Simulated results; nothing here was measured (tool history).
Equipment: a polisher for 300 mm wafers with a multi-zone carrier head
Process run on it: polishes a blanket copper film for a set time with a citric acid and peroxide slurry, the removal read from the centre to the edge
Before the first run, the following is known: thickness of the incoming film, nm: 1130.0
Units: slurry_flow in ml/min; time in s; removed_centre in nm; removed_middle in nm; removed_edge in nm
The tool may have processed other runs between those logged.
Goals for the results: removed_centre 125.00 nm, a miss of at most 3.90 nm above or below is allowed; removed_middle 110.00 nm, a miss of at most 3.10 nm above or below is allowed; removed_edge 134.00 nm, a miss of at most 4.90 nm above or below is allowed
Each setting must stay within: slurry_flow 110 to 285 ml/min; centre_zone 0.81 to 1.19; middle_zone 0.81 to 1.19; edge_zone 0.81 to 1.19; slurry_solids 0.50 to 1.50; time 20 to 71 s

run	hour	slurry_flow	centre_zone	middle_zone	edge_zone	slurry_solids	time	removed_centre	removed_middle	removed_edge
1	0.0	180	1.00	1.00	1.00	1.00	45	106.71	108.48	108.01
2	2.0	195	1.01	0.96	1.06	1.10	45	113.40	109.09	113.81
3	10.5	195	1.00	0.92	1.10	1.20	46	117.56	108.62	121.53
4	18.5	195	1.00	0.86	1.10	1.20	46	117.69	104.03	122.21
5	23.4	195	0.92	0.86	1.10	1.20	46	109.24	104.12	120.62
6	24.7	215	0.92	0.86	1.10	1.20	46	108.98	103.79	123.05
7	32.5	220	0.95	0.87	1.12	1.25	46	115.50	106.27	126.90
8	35.1	230	0.96	0.88	1.13	1.25	46	115.95	109.67	126.57
9	43.7	235	0.97	0.87	1.15	1.30	46	119.32	110.51	131.06

Below are 5 possible settings for the next run. Only one of them brings all results inside the allowed miss of their targets. Which is it?
A	52.3	240	0.98	0.81	1.19	1.25	52	?	?	?
B	52.3	200	1.04	1.00	1.11	1.30	46	?	?	?
C	52.3	230	1.07	0.94	0.94	1.45	46	?	?	?
D	52.3	205	0.99	0.85	1.16	1.40	47	?	?	?
E	52.3	270	0.83	0.86	1.19	1.25	51	?	?	?

move	removed_centre	removed_middle	removed_edge
A	136.12	113.67	147.47
B	126.19	118.34	125.83
C	136.54	117.93	123.72
D	125.61	108.21	134.18
E	114.59	118.70	145.96
A: carries the result that was furthest off beyond its target, to the other side
B: the furthest-off result lands on target, but another misses its tolerance
C: carries the result that was furthest off beyond its target, to the other side
D: in spec on every target
E: its largest miss is bigger than the last run's
Move D is the one to make.

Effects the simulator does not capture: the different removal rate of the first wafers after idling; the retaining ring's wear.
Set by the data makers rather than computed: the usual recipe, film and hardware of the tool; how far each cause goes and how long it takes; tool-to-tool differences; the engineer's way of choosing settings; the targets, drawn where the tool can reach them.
